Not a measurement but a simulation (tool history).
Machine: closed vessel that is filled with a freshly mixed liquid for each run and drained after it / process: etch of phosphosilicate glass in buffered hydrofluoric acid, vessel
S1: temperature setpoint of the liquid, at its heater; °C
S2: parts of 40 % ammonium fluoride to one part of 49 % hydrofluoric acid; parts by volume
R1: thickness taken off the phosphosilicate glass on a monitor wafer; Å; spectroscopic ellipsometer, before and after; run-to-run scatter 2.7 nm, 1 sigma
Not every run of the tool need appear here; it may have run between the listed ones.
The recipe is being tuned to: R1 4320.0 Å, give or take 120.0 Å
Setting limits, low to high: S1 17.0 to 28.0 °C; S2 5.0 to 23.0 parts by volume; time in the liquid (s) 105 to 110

run 1 hour=0.0 | S1=20.0 S2=14.0 time_in_the_liquid_(s)=105 | R1=4929.0
run 2 hour=6.8 | S1=19.5 S2=14.0 time_in_the_liquid_(s)=105 | R1=4830.0
run 3 hour=13.8 | S1=19.5 S2=17.5 time_in_the_liquid_(s)=105 | R1=3851.1
run 4 hour=16.1 | S1=19.5 S2=17.5 time_in_the_liquid_(s)=110 | R1=4044.1
run 5 hour=19.4 | S1=20.0 S2=17.5 time_in_the_liquid_(s)=110 | R1=4145.4
run 6 hour=21.2 | S1=20.0 S2=15.0 time_in_the_liquid_(s)=110 | R1=4828.8
run 7 hour=23.3 | S1=19.5 S2=15.0 time_in_the_liquid_(s)=110 | R1=4711.4
run 8 hour=30.0 | S1=19.0 S2=15.0 time_in_the_liquid_(s)=110 | R1=4559.2
run 9 hour=38.5 | S1=18.5 S2=15.0 time_in_the_liquid_(s)=110 | R1=4457.5

5 next moves are on the table. One of them brings every result within its allowed miss. Which?
run A hour=47.0 | S1=18.5 S2=14.0 time_in_the_liquid_(s)=110 | R1=?
run B hour=47.0 | S1=19.0 S2=16.0 time_in_the_liquid_(s)=110 | R1=?
run C hour=47.0 | S1=20.5 S2=16.0 time_in_the_liquid_(s)=110 | R1=?
run D hour=47.0 | S1=18.5 S2=14.5 time_in_the_liquid_(s)=110 | R1=?
run E hour=47.0 | S1=17.0 S2=13.0 time_in_the_liquid_(s)=105 | R1=?

move=A R1=4735.0
move=B R1=4271.0
move=C R1=4646.5
move=D R1=4574.4
move=E R1=4463.2
A: its largest miss is bigger than the last run's
B: every result lands within tolerance
C: its largest miss is bigger than the last run's
D: its largest miss is bigger than the last run's
E: about as far from the targets as the last run
Go with B: it meets all targets.

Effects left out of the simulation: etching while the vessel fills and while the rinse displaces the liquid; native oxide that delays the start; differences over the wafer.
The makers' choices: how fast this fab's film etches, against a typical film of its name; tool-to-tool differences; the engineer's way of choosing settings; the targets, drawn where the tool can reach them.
